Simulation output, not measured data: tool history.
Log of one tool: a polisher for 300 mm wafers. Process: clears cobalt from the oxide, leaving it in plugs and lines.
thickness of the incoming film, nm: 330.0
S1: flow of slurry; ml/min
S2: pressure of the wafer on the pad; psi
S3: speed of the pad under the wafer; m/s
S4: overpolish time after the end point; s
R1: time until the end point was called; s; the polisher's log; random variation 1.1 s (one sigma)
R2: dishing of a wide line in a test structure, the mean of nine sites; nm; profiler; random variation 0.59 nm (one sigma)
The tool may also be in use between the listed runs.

run	day	S1	S2	S3	S4	R1	R2
1	0.000	250	2.0	0.80	28	85.507	51.476
2	0.312	200	2.0	0.80	28	87.339	48.715
3	0.458	200	2.0	0.96	28	78.557	51.814
4	0.783	230	2.0	0.96	28	76.404	51.351
5	1.054	190	2.0	0.96	28	78.790	50.798
6	1.288	185	1.8	0.96	29	85.211	50.884
# day 1.496: head pressure recalibrated
7	1.496	180	1.6	0.94	29	98.808	49.029

Forecast run 8:
8	1.800	180	1.5	0.94	29	?	?

Run 8 gave R1 100.130 s, R2 48.412 nm.
